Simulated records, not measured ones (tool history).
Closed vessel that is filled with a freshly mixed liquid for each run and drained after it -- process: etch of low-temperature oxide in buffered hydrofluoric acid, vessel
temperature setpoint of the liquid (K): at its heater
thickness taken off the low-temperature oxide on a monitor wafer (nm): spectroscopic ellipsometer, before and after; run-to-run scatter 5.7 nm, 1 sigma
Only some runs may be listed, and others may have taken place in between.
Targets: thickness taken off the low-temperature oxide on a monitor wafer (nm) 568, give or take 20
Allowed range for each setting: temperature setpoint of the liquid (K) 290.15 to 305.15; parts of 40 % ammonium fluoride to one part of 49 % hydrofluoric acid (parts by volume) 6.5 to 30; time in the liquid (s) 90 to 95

| run | hour | temperature setpoint of the liquid (K) | parts of 40 % ammonium fluoride to one part of 49 % hydrofluoric acid (parts by volume) | time in the liquid (s) | thickness taken off the low-temperature oxide on a monitor wafer (nm) |
|---|---|---|---|---|---|
| 1 | 0 | 298.15 | 19.5 | 90 | 259.13 |
| 2 | 6.5 | 298.15 | 19.5 | 90 | 258.7 |
| 3 | 11.1 | 300.15 | 17 | 90 | 327.9 |
| 4 | 19.9 | 300.15 | 22 | 90 | 264.74 |
| 5 | 21.2 | 301.65 | 19 | 90 | 318.87 |
| 6 | 22.3 | 301.65 | 14 | 90 | 430.52 |
| 7 | 25.3 | 302.65 | 13.5 | 90 | 473.95 |
| 8 | 33.2 | 303.15 | 13.5 | 90 | 483.83 |

5 next moves are on the table. One of them brings every result within its allowed miss. Which?
| A | 41.1 | 303.15 | 11.5 | 90 | ? |
| B | 41.1 | 303.65 | 11.5 | 95 | ? |
| C | 41.1 | 303.15 | 11.5 | 95 | ? |
| D | 41.1 | 302.15 | 16 | 90 | ? |
| E | 41.1 | 303.65 | 12.5 | 90 | ? |

| move | thickness taken off the low-temperature oxide on a monitor wafer (nm) |
|---|---|
| A | 572.11 |
| B | 619.93 |
| C | 603.9 |
| D | 392.89 |
| E | 541.42 |
A: meets every target
B: moves the result that the last run missed by most past its target, out the other side
C: moves the result that the last run missed by most past its target, out the other side
D: its largest miss is bigger than the last run's
E: nearer than the last run, and not there yet
The move that meets every target is A.

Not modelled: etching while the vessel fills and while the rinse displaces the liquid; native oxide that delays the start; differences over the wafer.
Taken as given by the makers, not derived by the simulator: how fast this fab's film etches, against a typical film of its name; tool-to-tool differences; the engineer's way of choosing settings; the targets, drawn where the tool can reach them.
